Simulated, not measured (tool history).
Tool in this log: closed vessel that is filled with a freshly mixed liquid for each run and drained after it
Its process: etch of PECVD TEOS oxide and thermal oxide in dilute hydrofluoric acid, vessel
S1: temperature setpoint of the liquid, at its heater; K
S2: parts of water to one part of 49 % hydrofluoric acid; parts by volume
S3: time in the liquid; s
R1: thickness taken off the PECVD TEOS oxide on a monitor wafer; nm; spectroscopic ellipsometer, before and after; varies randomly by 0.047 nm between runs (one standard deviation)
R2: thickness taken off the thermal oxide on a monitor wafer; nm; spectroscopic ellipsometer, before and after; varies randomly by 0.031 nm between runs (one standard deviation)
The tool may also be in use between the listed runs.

run	hour	S1	S2	S3	R1	R2
1	0.0	295.15	190	75	5.8547	1.7208
2	8.2	295.15	190	50	3.9169	1.1301
3	13.0	295.15	140	50	5.5556	1.7022
4	17.2	295.15	100	50	8.0276	2.3791
5	22.7	294.15	110	50	7.1777	2.1040
6	27.3	297.15	110	50	7.9973	2.3240
7	33.9	293.15	165	50	4.2076	1.2610
8	39.9	293.65	165	50	4.3448	1.2632

Run 9 comes next. What will it give?
9	47.1	294.15	165	50	?	?

Run 9 produced R1 4.4371 nm, R2 1.3483 nm.

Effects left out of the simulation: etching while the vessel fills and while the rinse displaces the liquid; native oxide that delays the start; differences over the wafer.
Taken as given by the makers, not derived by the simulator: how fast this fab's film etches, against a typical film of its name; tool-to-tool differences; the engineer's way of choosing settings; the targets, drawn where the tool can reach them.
